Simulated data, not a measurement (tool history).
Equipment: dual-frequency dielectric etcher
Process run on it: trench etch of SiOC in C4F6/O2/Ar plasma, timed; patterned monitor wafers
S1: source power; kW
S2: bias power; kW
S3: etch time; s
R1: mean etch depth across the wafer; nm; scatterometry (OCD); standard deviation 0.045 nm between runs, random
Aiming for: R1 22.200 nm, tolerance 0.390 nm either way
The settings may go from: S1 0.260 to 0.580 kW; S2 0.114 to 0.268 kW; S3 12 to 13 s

Run 1, hour 0.0: S1 0.420 kW, S2 0.191 kW, S3 13 s. Result: R1 28.245 nm.
Run 2, hour 7.7: S1 0.480 kW, S2 0.191 kW, S3 13 s. Result: R1 29.818 nm.
Run 3, hour 12.0: S1 0.450 kW, S2 0.182 kW, S3 13 s. Result: R1 28.645 nm.
Run 4, hour 13.5: S1 0.450 kW, S2 0.152 kW, S3 13 s. Result: R1 27.640 nm.
Run 5, hour 21.3: S1 0.430 kW, S2 0.147 kW, S3 13 s. Result: R1 26.858 nm.
Run 6, hour 27.4: S1 0.430 kW, S2 0.171 kW, S3 13 s. Result: R1 27.802 nm.
Run 7, hour 32.1: S1 0.410 kW, S2 0.163 kW, S3 13 s. Result: R1 26.889 nm.
Run 8, hour 32.8: S1 0.390 kW, S2 0.158 kW, S3 13 s. Result: R1 26.059 nm.
At hour 34.1: source power generator calibrated.
Run 9, hour 34.1: S1 0.370 kW, S2 0.155 kW, S3 13 s. Result: R1 25.710 nm.
Run 10, hour 37.6: S1 0.370 kW, S2 0.155 kW, S3 13 s. Result: R1 25.671 nm.
Run 11, hour 43.0: S1 0.360 kW, S2 0.150 kW, S3 13 s. Result: R1 25.179 nm.
Run 12, hour 48.6: S1 0.280 kW, S2 0.124 kW, S3 13 s. Result: R1 21.684 nm.

Which one of the following 4 next-run settings gets every result inside its allowed miss? There is exactly one.
Run A, hour 54.2: S1 0.270 kW, S2 0.118 kW, S3 13 s. Result: R1 ?.
Run B, hour 54.2: S1 0.260 kW, S2 0.137 kW, S3 13 s. Result: R1 ?.
Run C, hour 54.2: S1 0.290 kW, S2 0.126 kW, S3 13 s. Result: R1 ?.
Run D, hour 54.2: S1 0.320 kW, S2 0.124 kW, S3 12 s. Result: R1 ?.

move      R1
   A  21.193
   B  21.453
   C  22.170
   D  21.323
A: its largest miss is bigger than the last run's
B: its largest miss is bigger than the last run's
C: each result inside its tolerance
D: its largest miss is bigger than the last run's
Go with C: it meets all targets.

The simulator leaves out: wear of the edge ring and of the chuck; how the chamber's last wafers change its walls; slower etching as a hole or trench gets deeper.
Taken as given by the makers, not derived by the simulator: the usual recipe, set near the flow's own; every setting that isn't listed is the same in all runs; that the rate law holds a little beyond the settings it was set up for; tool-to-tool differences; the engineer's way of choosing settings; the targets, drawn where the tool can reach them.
